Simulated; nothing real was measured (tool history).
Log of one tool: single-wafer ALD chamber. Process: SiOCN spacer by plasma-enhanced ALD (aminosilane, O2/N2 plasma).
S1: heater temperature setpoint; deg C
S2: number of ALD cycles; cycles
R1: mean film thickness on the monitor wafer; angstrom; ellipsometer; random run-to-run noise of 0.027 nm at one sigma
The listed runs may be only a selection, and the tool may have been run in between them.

run 1 day=0 | S1=385 S2=78 | R1=50.386
run 2 day=0.225 | S1=385 S2=69 | R1=44.492
run 3 day=0.312 | S1=385 S2=71 | R1=45.503
run 4 day=0.596 | S1=385 S2=79 | R1=51.009
run 5 day=0.808 | S1=377 S2=79 | R1=50.601
run 6 day=0.975 | S1=377 S2=85 | R1=54.516
run 7 day=1.117 | S1=377 S2=85 | R1=54.51

For run 8, what comes out?
run 8 day=1.446 | S1=377 S2=86 | R1=?

Run 8 yielded R1 55.744 angstrom.
